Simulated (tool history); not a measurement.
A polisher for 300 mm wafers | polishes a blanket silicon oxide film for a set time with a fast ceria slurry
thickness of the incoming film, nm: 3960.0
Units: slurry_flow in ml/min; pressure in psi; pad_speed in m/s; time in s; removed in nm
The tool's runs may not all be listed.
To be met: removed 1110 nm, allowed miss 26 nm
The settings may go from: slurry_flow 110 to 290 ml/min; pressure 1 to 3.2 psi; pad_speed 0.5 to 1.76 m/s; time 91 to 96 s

run 1 hour=0 | slurry_flow=185 pressure=2.1 pad_speed=1.12 time=91 | removed=1435.5
run 2 hour=0.7 | slurry_flow=175 pressure=2 pad_speed=1.12 time=91 | removed=1375.6
run 3 hour=9.3 | slurry_flow=175 pressure=2 pad_speed=1.3 time=91 | removed=1589.9
run 4 hour=10.7 | slurry_flow=170 pressure=1.8 pad_speed=1.3 time=91 | removed=1444.2
run 5 hour=16 | slurry_flow=170 pressure=2 pad_speed=1.3 time=91 | removed=1589.5
run 6 hour=18.8 | slurry_flow=170 pressure=2 pad_speed=1.16 time=91 | removed=1406.8
run 7 hour=20.7 | slurry_flow=165 pressure=1.9 pad_speed=1.16 time=91 | removed=1343.3
run 8 hour=23.2 | slurry_flow=165 pressure=1.8 pad_speed=1.16 time=91 | removed=1272.8

Which of these 4 next moves meets every target?
run A hour=25.7 | slurry_flow=170 pressure=1.7 pad_speed=1 time=91 | removed=?
run B hour=25.7 | slurry_flow=160 pressure=1.6 pad_speed=1.06 time=94 | removed=?
run C hour=25.7 | slurry_flow=160 pressure=1.8 pad_speed=0.96 time=91 | removed=?
run D hour=25.7 | slurry_flow=185 pressure=1.9 pad_speed=0.98 time=91 | removed=?

move=A removed=1070.8
move=B removed=1104.2
move=C removed=1066
move=D removed=1163.5
A: takes the result that was furthest off past its target
B: meets every target
C: takes the result that was furthest off past its target
D: nearer than the last run, and not there yet
The right move is B.
